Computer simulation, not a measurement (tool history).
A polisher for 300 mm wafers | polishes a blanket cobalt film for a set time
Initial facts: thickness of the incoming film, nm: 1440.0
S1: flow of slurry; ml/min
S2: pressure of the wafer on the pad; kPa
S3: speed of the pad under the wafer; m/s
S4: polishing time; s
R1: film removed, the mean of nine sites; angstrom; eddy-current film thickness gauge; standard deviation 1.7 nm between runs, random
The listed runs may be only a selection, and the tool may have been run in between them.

{"run": 1, "hour": 0.0, "S1": 150, "S2": 13.1, "S3": 1.04, "S4": 45, "R1": 2261.5}
{"run": 2, "hour": 8.2, "S1": 145, "S2": 12.4, "S3": 1.04, "S4": 45, "R1": 2122.6}
{"run": 3, "hour": 17.1, "S1": 160, "S2": 12.4, "S3": 1.04, "S4": 45, "R1": 2210.4}
{"run": 4, "hour": 20.2, "S1": 150, "S2": 11.7, "S3": 1.04, "S4": 45, "R1": 2059.1}
{"run": 5, "hour": 26.5, "S1": 175, "S2": 11.7, "S3": 1.04, "S4": 45, "R1": 2092.4}
{"run": 6, "hour": 35.0, "S1": 175, "S2": 11.7, "S3": 1.04, "S4": 48, "R1": 2254}

What does the tool deliver on the next run?
{"run": 7, "hour": 41.1, "S1": 155, "S2": 7.6, "S3": 1.02, "S4": 48, "R1": "?"}

R1: 1434.4 angstrom

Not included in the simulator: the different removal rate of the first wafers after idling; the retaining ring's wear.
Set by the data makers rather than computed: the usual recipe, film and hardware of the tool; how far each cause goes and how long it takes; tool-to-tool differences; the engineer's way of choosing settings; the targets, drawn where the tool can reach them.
